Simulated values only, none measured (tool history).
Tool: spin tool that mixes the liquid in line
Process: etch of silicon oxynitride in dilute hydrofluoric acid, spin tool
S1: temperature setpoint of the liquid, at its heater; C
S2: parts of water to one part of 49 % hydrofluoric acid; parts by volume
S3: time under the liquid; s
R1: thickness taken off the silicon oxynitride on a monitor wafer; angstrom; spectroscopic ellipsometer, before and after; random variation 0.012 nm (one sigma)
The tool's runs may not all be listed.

run,hour,S1,S2,S3,R1
1,0.0,23.0,65,40,18.061
2,7.2,23.0,65,25,11.167
3,11.8,23.0,65,40,17.910
4,15.1,23.0,65,25,11.383
5,21.2,23.0,65,40,18.076
6,29.1,22.0,65,40,17.314
# hour 32.7: thermometer replaced
7,32.7,22.0,70,40,14.353

Forecast run 8:
8,37.3,21.5,70,40,?

Run 8 gave R1 14.068 angstrom.
